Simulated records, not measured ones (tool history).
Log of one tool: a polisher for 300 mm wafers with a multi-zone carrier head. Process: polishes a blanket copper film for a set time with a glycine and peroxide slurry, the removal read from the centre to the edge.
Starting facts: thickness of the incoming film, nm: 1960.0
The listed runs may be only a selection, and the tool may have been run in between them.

run,hour,flow of slurry (ml/min),pressure of the head's centre zone,pressure of the head's middle zone,pressure of the head's edge zone,polishing time (s),film removed at the wafer's centre (Å),film removed at mid-radius (Å),film removed at the wafer's edge (Å)
1,0.0,170,1.00,1.00,1.00,57,4555.6,4949.9,4764.9
2,7.0,170,1.00,0.93,1.00,57,4539.2,4617.3,4866.0
3,9.0,170,1.00,1.01,1.00,57,4539.2,4907.1,4764.7
4,13.4,185,1.01,1.03,1.03,58,4708.7,5140.1,5003.9
5,18.2,185,0.98,1.03,1.03,58,4603.8,5134.5,5089.0
6,21.5,195,1.00,1.05,1.04,59,4843.3,5372.6,5013.6
7,27.5,200,1.01,1.05,1.06,60,5027.3,5504.2,5196.4
8,28.5,210,1.01,1.05,1.08,60,4980.7,5394.5,5231.1

Run 9 has not been measured yet. What should we expect?
9,34.8,210,1.02,1.06,1.09,61,?,?,?

film removed at the wafer's centre (Å): 5169.4
film removed at mid-radius (Å): 5604.0
film removed at the wafer's edge (Å): 5435.3

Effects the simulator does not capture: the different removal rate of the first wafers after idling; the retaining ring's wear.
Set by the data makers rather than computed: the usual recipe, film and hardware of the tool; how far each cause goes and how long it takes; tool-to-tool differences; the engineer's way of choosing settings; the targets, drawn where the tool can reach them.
